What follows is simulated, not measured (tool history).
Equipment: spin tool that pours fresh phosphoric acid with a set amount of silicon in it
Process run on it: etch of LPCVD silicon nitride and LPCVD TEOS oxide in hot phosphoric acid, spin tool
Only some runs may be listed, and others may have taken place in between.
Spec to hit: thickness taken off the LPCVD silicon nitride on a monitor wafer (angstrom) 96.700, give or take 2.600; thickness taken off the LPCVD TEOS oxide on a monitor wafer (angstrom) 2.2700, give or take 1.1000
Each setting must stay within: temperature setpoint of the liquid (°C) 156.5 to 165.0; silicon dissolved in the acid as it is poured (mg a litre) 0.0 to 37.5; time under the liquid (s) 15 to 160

run,day,temperature setpoint of the liquid (°C),silicon dissolved in the acid as it is poured (mg a litre),time under the liquid (s),thickness taken off the LPCVD silicon nitride on a monitor wafer (angstrom),thickness taken off the LPCVD TEOS oxide on a monitor wafer (angstrom)
1,0.000,160.0,16.5,80,74.573,3.1361
2,0.100,161.0,23.5,85,82.990,2.8339
3,0.167,161.0,23.5,55,53.762,1.6181
4,0.354,161.0,30.0,55,53.433,1.2477
5,0.496,162.0,31.5,65,64.955,1.9658
6,0.750,163.5,31.5,65,68.877,2.0665
7,1.046,163.5,33.5,75,79.336,1.4813
8,1.354,164.0,31.5,80,85.884,1.8643

4 next moves are on the table. One of them brings every result within its allowed miss. Which?
A,1.662,164.0,24.5,100,?,?
B,1.662,160.5,25.0,100,?,?
C,1.662,161.5,28.0,80,?,?
D,1.662,163.5,32.5,100,?,?

move,thickness taken off the LPCVD silicon nitride on a monitor wafer (angstrom),thickness taken off the LPCVD TEOS oxide on a monitor wafer (angstrom)
A,107.620,3.3770
B,95.800,2.5697
C,79.246,1.9918
D,105.860,2.4021
A: carries the result that was furthest off beyond its target, to the other side
B: each result inside its tolerance
C: the biggest miss grows against the last run
D: carries the result that was furthest off beyond its target, to the other side
B meets every target.
